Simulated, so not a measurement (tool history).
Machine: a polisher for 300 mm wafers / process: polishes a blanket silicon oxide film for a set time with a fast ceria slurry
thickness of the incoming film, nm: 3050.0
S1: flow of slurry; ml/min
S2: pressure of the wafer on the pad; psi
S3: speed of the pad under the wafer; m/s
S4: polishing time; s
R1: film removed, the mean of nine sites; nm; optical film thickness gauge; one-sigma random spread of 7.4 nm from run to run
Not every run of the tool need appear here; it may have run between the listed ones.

run,day,S1,S2,S3,S4,R1
1,0.000,180,3.0,0.82,90,1072.80
2,0.321,180,3.0,0.68,90,910.58
3,0.533,140,3.0,0.68,90,867.47
4,0.821,140,2.6,0.68,90,761.38
5,0.888,110,2.6,0.68,90,721.35
6,1.125,110,2.6,0.68,94,732.81

Run 7 comes next. What will it give?
7,1.167,110,2.5,0.68,94,?

R1: 707.49 nm
